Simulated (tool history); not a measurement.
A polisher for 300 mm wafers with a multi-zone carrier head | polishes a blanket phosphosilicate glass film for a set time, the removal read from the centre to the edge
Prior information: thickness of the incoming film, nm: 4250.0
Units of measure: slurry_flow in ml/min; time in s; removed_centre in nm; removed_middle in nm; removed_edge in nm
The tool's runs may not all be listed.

run	hour	slurry_flow	centre_zone	middle_zone	edge_zone	slurry_solids	time	removed_centre	removed_middle	removed_edge
1	0	230	1	1	1	1	61	433.22	421.91	459.41
2	4.5	230	0.95	1	1	1	61	425.54	428.86	441.07
3	9.2	230	0.87	1	1	1	61	396.29	426.47	454.66
4	13.6	230	0.87	1	1.08	1	61	391.12	427.34	471.53
5	19.5	230	0.9	1	1.08	1	61	401.92	425.03	452.78
6	22.7	230	0.96	1	1.08	1	61	422.21	427.49	466

Run 7 comes next. What will it give?
7	23.6	230	0.96	0.99	1.04	0.9	56	?	?	?

{"run 7": {"removed_centre": 369.89, "removed_middle": 369.1, "removed_edge": 401.02}}
